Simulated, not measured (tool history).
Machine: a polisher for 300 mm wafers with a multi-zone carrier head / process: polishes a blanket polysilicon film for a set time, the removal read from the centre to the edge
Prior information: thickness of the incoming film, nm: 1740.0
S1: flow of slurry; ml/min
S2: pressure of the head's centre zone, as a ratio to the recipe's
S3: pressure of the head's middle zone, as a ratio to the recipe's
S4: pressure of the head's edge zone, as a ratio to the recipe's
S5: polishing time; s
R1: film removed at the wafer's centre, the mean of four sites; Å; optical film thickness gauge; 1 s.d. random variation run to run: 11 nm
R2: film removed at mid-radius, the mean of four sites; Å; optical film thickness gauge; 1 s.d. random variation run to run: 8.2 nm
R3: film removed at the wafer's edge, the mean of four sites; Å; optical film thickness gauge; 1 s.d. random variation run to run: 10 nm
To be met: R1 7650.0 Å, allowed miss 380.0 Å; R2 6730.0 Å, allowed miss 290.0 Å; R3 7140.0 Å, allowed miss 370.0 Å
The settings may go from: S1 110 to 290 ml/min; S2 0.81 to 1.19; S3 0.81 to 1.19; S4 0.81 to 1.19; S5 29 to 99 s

run,day,S1,S2,S3,S4,S5,R1,R2,R3
1,0.000,185,1.00,1.00,1.00,64,5702.7,5681.1,5651.4
2,0.050,185,1.00,1.00,1.00,73,6506.8,6479.0,6283.3
3,0.321,185,1.00,1.00,1.04,73,6348.3,6512.2,6497.3
4,0.442,185,1.00,1.00,1.07,73,6435.8,6323.1,6641.1
5,0.629,225,1.00,1.00,1.07,73,6538.8,6478.8,6621.8
6,0.754,225,1.02,1.00,1.07,74,6865.7,6501.4,6589.4
7,0.871,225,1.03,1.00,1.08,75,7059.3,6912.3,6829.6
8,1.050,225,1.04,0.98,1.08,75,7206.2,6701.7,6797.9
9,1.117,225,1.04,0.97,1.09,75,7089.6,6626.5,6990.3
10,1.217,225,1.05,0.97,1.09,75,7062.2,6543.9,7101.0

Of the 5 settings listed for the next run, only one would bring every result within its allowed miss of target. Which one?
A,1.317,215,1.06,1.01,1.07,74,?,?,?
B,1.317,250,1.09,0.96,1.03,78,?,?,?
C,1.317,210,1.14,0.89,1.07,74,?,?,?
D,1.317,205,0.98,0.98,1.15,79,?,?,?
E,1.317,200,0.95,0.84,1.15,86,?,?,?

move,R1,R2,R3
A,7118.1,6672.7,6653.4
B,7829.4,6828.9,6960.3
C,7634.5,5987.0,6653.5
D,6986.1,6916.8,7337.7
E,7344.7,6610.5,7989.5
A: moves toward the targets from the last run without getting all of them in spec
B: every result lands within tolerance
C: brings the last run's worst result on target, with another outside its allowed miss
D: lands further from the targets than the last run did
E: brings the last run's worst result on target, with another outside its allowed miss
B meets every target.

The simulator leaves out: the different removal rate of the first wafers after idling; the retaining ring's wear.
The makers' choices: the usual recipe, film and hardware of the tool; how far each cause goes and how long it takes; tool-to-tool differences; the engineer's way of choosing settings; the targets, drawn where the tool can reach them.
